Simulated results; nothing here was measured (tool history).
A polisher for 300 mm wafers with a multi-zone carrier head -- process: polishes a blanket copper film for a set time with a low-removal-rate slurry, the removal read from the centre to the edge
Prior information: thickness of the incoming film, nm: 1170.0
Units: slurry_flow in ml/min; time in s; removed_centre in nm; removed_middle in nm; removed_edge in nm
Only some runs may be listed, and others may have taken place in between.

{"run": 1, "day": 0.0, "slurry_flow": 300, "centre_zone": 1.0, "middle_zone": 1.0, "edge_zone": 1.0, "slurry_solids": 1.0, "time": 79, "removed_centre": 203.08, "removed_middle": 204.4, "removed_edge": 211.77}
{"run": 2, "day": 0.208, "slurry_flow": 300, "centre_zone": 0.99, "middle_zone": 1.0, "edge_zone": 0.97, "slurry_solids": 0.9, "time": 76, "removed_centre": 187.19, "removed_middle": 193.68, "removed_edge": 188.49}
{"run": 3, "day": 0.383, "slurry_flow": 300, "centre_zone": 0.99, "middle_zone": 1.0, "edge_zone": 0.97, "slurry_solids": 0.9, "time": 85, "removed_centre": 214.6, "removed_middle": 217.82, "removed_edge": 218.79}
{"run": 4, "day": 0.717, "slurry_flow": 295, "centre_zone": 0.96, "middle_zone": 0.97, "edge_zone": 0.94, "slurry_solids": 0.8, "time": 82, "removed_centre": 190.31, "removed_middle": 195.76, "removed_edge": 197.2}
{"run": 5, "day": 0.783, "slurry_flow": 295, "centre_zone": 0.95, "middle_zone": 0.96, "edge_zone": 0.92, "slurry_solids": 0.7, "time": 80, "removed_centre": 173.12, "removed_middle": 181.67, "removed_edge": 183.03}
{"run": 6, "day": 0.962, "slurry_flow": 295, "centre_zone": 0.95, "middle_zone": 0.95, "edge_zone": 0.9, "slurry_solids": 0.65, "time": 79, "removed_centre": 167.51, "removed_middle": 174.89, "removed_edge": 174.37}
{"run": 7, "day": 1.025, "slurry_flow": 295, "centre_zone": 0.95, "middle_zone": 0.94, "edge_zone": 0.88, "slurry_solids": 0.6, "time": 78, "removed_centre": 167.77, "removed_middle": 165.61, "removed_edge": 167.2}

For run 8, what comes out?
{"run": 8, "day": 1.342, "slurry_flow": 280, "centre_zone": 0.87, "middle_zone": 0.97, "edge_zone": 0.81, "slurry_solids": 0.5, "time": 74, "removed_centre": "?", "removed_middle": "?", "removed_edge": "?"}

For run 8 the tool returned removed_centre 132.82 nm, removed_middle 152.61 nm, removed_edge 145.06 nm.
